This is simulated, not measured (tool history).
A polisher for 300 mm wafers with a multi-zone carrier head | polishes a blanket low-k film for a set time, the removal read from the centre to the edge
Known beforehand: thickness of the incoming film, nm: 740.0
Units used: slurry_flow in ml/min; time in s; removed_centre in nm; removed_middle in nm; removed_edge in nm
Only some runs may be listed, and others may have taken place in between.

Run 1, hour 0: slurry_flow 195 ml/min, centre_zone 1, middle_zone 1, edge_zone 1, slurry_solids 1, time 57 s. Result: removed_centre 13.949 nm, removed_middle 13.391 nm, removed_edge 13.849 nm.
Run 2, hour 5: slurry_flow 185 ml/min, centre_zone 0.99, middle_zone 1.01, edge_zone 0.96, slurry_solids 1, time 57 s. Result: removed_centre 13.716 nm, removed_middle 13.472 nm, removed_edge 13.581 nm.
Run 3, hour 13.6: slurry_flow 215 ml/min, centre_zone 0.99, middle_zone 1.01, edge_zone 0.96, slurry_solids 1, time 57 s. Result: removed_centre 13.67 nm, removed_middle 13.739 nm, removed_edge 13.707 nm.
Run 4, hour 19.3: slurry_flow 170 ml/min, centre_zone 0.99, middle_zone 1.01, edge_zone 0.96, slurry_solids 1, time 57 s. Result: removed_centre 13.408 nm, removed_middle 13.318 nm, removed_edge 13.381 nm.
Run 5, hour 26.4: slurry_flow 165 ml/min, centre_zone 0.99, middle_zone 1.02, edge_zone 0.93, slurry_solids 1, time 57 s. Result: removed_centre 13.389 nm, removed_middle 13.384 nm, removed_edge 13.331 nm.
At hour 28.8: worn pad replaced by a new one.
Run 6, hour 28.8: slurry_flow 165 ml/min, centre_zone 1, middle_zone 1.04, edge_zone 0.9, slurry_solids 0.95, time 57 s. Result: removed_centre 15.072 nm, removed_middle 14.961 nm, removed_edge 14.346 nm.
Run 7, hour 32.5: slurry_flow 220 ml/min, centre_zone 0.95, middle_zone 1.07, edge_zone 0.92, slurry_solids 0.7, time 47 s. Result: removed_centre 9.8779 nm, removed_middle 10.983 nm, removed_edge 10.178 nm.
Run 8, hour 37.6: slurry_flow 210 ml/min, centre_zone 0.97, middle_zone 1.09, edge_zone 0.93, slurry_solids 0.75, time 47 s. Result: removed_centre 10.62 nm, removed_middle 11.457 nm, removed_edge 10.66 nm.
Run 9, hour 40.6: slurry_flow 205 ml/min, centre_zone 0.98, middle_zone 1.11, edge_zone 0.94, slurry_solids 0.75, time 47 s. Result: removed_centre 10.598 nm, removed_middle 11.606 nm, removed_edge 10.527 nm.
Run 10, hour 41.2: slurry_flow 195 ml/min, centre_zone 0.99, middle_zone 1.11, edge_zone 0.93, slurry_solids 0.8, time 47 s. Result: removed_centre 11.395 nm, removed_middle 11.922 nm, removed_edge 10.938 nm.
Run 11, hour 48.1: slurry_flow 190 ml/min, centre_zone 0.99, middle_zone 1.12, edge_zone 0.93, slurry_solids 0.85, time 47 s. Result: removed_centre 11.563 nm, removed_middle 12.502 nm, removed_edge 11.596 nm.

For run 12, what comes out?
Run 12, hour 51.3: slurry_flow 195 ml/min, centre_zone 1, middle_zone 1.13, edge_zone 0.93, slurry_solids 0.85, time 47 s. Result: removed_centre ?, removed_middle ?, removed_edge ?.

removed_centre: 11.81 nm
removed_middle: 12.863 nm
removed_edge: 11.447 nm
